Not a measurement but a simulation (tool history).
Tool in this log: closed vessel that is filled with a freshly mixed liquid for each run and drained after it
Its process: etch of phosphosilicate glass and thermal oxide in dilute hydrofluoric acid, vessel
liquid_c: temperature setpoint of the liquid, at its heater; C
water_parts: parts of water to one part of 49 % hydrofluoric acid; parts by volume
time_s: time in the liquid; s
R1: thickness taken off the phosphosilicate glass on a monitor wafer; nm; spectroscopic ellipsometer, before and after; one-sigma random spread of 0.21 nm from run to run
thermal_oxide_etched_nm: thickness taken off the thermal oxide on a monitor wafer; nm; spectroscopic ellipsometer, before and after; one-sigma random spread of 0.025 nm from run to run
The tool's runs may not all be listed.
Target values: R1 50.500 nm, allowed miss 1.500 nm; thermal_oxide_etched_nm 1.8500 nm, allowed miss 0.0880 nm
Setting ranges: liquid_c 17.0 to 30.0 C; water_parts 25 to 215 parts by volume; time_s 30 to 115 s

Run 1, hour 0.0: liquid_c 22.0 C, water_parts 120 parts by volume, time_s 60 s. Result: R1 58.791 nm, thermal_oxide_etched_nm 2.1041 nm.
Run 2, hour 4.3: liquid_c 19.0 C, water_parts 120 parts by volume, time_s 60 s. Result: R1 52.458 nm, thermal_oxide_etched_nm 1.9257 nm.
Run 3, hour 9.3: liquid_c 19.0 C, water_parts 120 parts by volume, time_s 40 s. Result: R1 34.597 nm, thermal_oxide_etched_nm 1.2895 nm.
Run 4, hour 18.2: liquid_c 21.0 C, water_parts 120 parts by volume, time_s 40 s. Result: R1 37.649 nm, thermal_oxide_etched_nm 1.3667 nm.
Run 5, hour 26.4: liquid_c 21.0 C, water_parts 145 parts by volume, time_s 40 s. Result: R1 30.284 nm, thermal_oxide_etched_nm 1.0933 nm.
Run 6, hour 28.1: liquid_c 22.5 C, water_parts 135 parts by volume, time_s 40 s. Result: R1 35.137 nm, thermal_oxide_etched_nm 1.2540 nm.
Run 7, hour 37.2: liquid_c 23.5 C, water_parts 130 parts by volume, time_s 40 s. Result: R1 37.626 nm, thermal_oxide_etched_nm 1.4191 nm.
Run 8, hour 38.7: liquid_c 21.5 C, water_parts 95 parts by volume, time_s 45 s. Result: R1 56.446 nm, thermal_oxide_etched_nm 2.0357 nm.
Run 9, hour 43.6: liquid_c 19.5 C, water_parts 100 parts by volume, time_s 45 s. Result: R1 49.118 nm, thermal_oxide_etched_nm 1.7618 nm.

Exactly one of the 4 candidate moves below puts every result within its allowed miss. Which one?
Run A, hour 48.5: liquid_c 21.5 C, water_parts 100 parts by volume, time_s 40 s. Result: R1 ?, thermal_oxide_etched_nm ?.
Run B, hour 48.5: liquid_c 22.0 C, water_parts 85 parts by volume, time_s 35 s. Result: R1 ?, thermal_oxide_etched_nm ?.
Run C, hour 48.5: liquid_c 20.0 C, water_parts 105 parts by volume, time_s 45 s. Result: R1 ?, thermal_oxide_etched_nm ?.
Run D, hour 48.5: liquid_c 20.5 C, water_parts 170 parts by volume, time_s 75 s. Result: R1 ?, thermal_oxide_etched_nm ?.

move      R1  thermal_oxide_etched_nm
   A  46.794                   1.7342
   B  50.035                   1.8543
   C  46.898                   1.7381
   D  45.957                   1.7032
A: moves away from the targets compared with the last run
B: each result inside its tolerance
C: moves away from the targets compared with the last run
D: moves away from the targets compared with the last run
Correct choice: B, which meets every target
